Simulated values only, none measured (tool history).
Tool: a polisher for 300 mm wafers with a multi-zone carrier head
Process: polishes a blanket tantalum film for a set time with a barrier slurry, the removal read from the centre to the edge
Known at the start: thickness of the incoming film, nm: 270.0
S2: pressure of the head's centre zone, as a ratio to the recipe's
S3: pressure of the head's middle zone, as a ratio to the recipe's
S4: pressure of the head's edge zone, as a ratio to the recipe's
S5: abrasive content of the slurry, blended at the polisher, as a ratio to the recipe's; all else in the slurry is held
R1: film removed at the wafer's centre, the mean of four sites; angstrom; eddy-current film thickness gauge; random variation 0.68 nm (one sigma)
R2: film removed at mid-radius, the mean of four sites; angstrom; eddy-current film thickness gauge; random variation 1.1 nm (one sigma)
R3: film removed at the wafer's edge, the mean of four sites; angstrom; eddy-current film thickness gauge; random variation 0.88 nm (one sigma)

{"run": 1, "day": 0.0, "flow of slurry (ml/min)": 300, "S2": 1, "S3": 1, "S4": 1, "S5": 1, "polishing time (s)": 46, "R1": 1122.8, "R2": 1130.3, "R3": 1107.2}
{"run": 2, "day": 0.104, "flow of slurry (ml/min)": 300, "S2": 1, "S3": 0.95, "S4": 1, "S5": 1, "polishing time (s)": 46, "R1": 1109.2, "R2": 1118.2, "R3": 1134.3}
{"run": 3, "day": 0.396, "flow of slurry (ml/min)": 300, "S2": 0.99, "S3": 0.97, "S4": 0.98, "S5": 0.9, "polishing time (s)": 43, "R1": 1009.3, "R2": 996.73, "R3": 1020.6}
{"run": 4, "day": 0.538, "flow of slurry (ml/min)": 300, "S2": 0.97, "S3": 1.01, "S4": 0.96, "S5": 0.85, "polishing time (s)": 41, "R1": 934.82, "R2": 951.86, "R3": 940.85}
{"run": 5, "day": 0.729, "flow of slurry (ml/min)": 300, "S2": 0.97, "S3": 1.01, "S4": 1, "S5": 0.85, "polishing time (s)": 41, "R1": 932.21, "R2": 951.78, "R3": 967.11}
{"run": 6, "day": 0.854, "flow of slurry (ml/min)": 300, "S2": 0.97, "S3": 1.01, "S4": 0.97, "S5": 0.85, "polishing time (s)": 41, "R1": 926.18, "R2": 949.97, "R3": 970.57}
{"run": 7, "day": 1.017, "flow of slurry (ml/min)": 300, "S2": 0.97, "S3": 1.04, "S4": 0.94, "S5": 0.85, "polishing time (s)": 38, "R1": 857, "R2": 914.71, "R3": 863.25}
{"run": 8, "day": 1.329, "flow of slurry (ml/min)": 300, "S2": 0.97, "S3": 1.04, "S4": 0.94, "S5": 0.85, "polishing time (s)": 38, "R1": 872.13, "R2": 904.89, "R3": 868.81}

Forecast run 9:
{"run": 9, "day": 1.483, "flow of slurry (ml/min)": 300, "S2": 0.96, "S3": 1.06, "S4": 0.92, "S5": 0.8, "polishing time (s)": 37, "R1": "?", "R2": "?", "R3": "?"}

{"run 9": {"R1": 805.06, "R2": 864.1, "R3": 807.25}}
